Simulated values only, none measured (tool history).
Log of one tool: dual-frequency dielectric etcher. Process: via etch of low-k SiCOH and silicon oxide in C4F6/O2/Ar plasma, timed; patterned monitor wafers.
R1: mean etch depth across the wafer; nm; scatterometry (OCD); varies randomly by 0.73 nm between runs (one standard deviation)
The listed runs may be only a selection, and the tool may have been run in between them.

Run 1, day 0.000: source power (kW) 0.390, bias power (kW) 0.163, etch time (s) 65.0. Result: R1 142.88 nm.
Run 2, day 0.133: source power (kW) 0.370, bias power (kW) 0.161, etch time (s) 65.0. Result: R1 139.14 nm.
Run 3, day 0.462: source power (kW) 0.370, bias power (kW) 0.161, etch time (s) 68.5. Result: R1 147.25 nm.
Run 4, day 0.662: source power (kW) 0.350, bias power (kW) 0.159, etch time (s) 68.5. Result: R1 143.74 nm.
Run 5, day 0.779: source power (kW) 0.350, bias power (kW) 0.187, etch time (s) 68.5. Result: R1 148.70 nm.
Run 6, day 1.092: source power (kW) 0.330, bias power (kW) 0.185, etch time (s) 68.5. Result: R1 147.49 nm.
Run 7, day 1.154: source power (kW) 0.320, bias power (kW) 0.180, etch time (s) 68.0. Result: R1 143.03 nm.
Run 8, day 1.283: source power (kW) 0.310, bias power (kW) 0.177, etch time (s) 68.0. Result: R1 141.77 nm.

Predict the results of run 9:
Run 9, day 1.325: source power (kW) 0.300, bias power (kW) 0.174, etch time (s) 67.5. Result: R1 ?.

R1: 139.91 nm
